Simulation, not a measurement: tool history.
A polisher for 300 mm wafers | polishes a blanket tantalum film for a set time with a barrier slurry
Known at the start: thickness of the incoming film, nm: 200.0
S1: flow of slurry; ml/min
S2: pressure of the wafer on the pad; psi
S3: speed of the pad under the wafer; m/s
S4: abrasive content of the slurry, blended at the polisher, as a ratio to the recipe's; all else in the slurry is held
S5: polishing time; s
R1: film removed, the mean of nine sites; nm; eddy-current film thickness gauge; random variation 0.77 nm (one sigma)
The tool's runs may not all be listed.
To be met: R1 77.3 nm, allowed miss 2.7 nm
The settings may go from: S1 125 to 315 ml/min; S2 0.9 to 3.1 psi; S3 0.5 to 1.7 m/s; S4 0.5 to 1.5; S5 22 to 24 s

| run | hour | S1 | S2 | S3 | S4 | S5 | R1 |
|---|---|---|---|---|---|---|---|
| 1 | 0 | 205 | 2 | 1.1 | 1 | 24 | 49.348 |
| 2 | 4.8 | 165 | 2 | 1.1 | 1 | 24 | 48.643 |
| 3 | 13.2 | 165 | 2 | 1.22 | 1 | 24 | 53.956 |
| 4 | 20.1 | 165 | 1.7 | 1.22 | 1 | 24 | 46.525 |
| 5 | 23.2 | 165 | 2 | 1.22 | 1 | 24 | 53.563 |
| 6 | 27.1 | 165 | 2.2 | 1.22 | 1 | 24 | 58.357 |
| 7 | 33.2 | 165 | 2.4 | 1.22 | 1 | 24 | 62.122 |
| 8 | 33.9 | 165 | 2.6 | 1.22 | 1 | 24 | 66.745 |
| 9 | 37.8 | 165 | 2.7 | 1.22 | 1 | 24 | 68.455 |
| 10 | 41 | 165 | 2.8 | 1.22 | 1 | 24 | 71.62 |
| 11 | 41.9 | 165 | 2.9 | 1.22 | 1 | 24 | 74.282 |

5 next moves are on the table. One of them brings every result within its allowed miss. Which?
| A | 42.8 | 125 | 2.8 | 1.42 | 1.05 | 23 | ? |
| B | 42.8 | 170 | 3 | 1.22 | 0.95 | 23 | ? |
| C | 42.8 | 130 | 3.1 | 1.2 | 0.95 | 23 | ? |
| D | 42.8 | 185 | 2.8 | 1.3 | 1 | 22 | ? |
| E | 42.8 | 145 | 2.9 | 1.24 | 0.9 | 24 | ? |

| move | R1 |
|---|---|
| A | 76.489 |
| B | 72.262 |
| C | 70.154 |
| D | 70.706 |
| E | 71.92 |
A: meets every target
B: further off than the last run
C: further off than the last run
D: further off than the last run
E: further off than the last run
Move A is the one to make.

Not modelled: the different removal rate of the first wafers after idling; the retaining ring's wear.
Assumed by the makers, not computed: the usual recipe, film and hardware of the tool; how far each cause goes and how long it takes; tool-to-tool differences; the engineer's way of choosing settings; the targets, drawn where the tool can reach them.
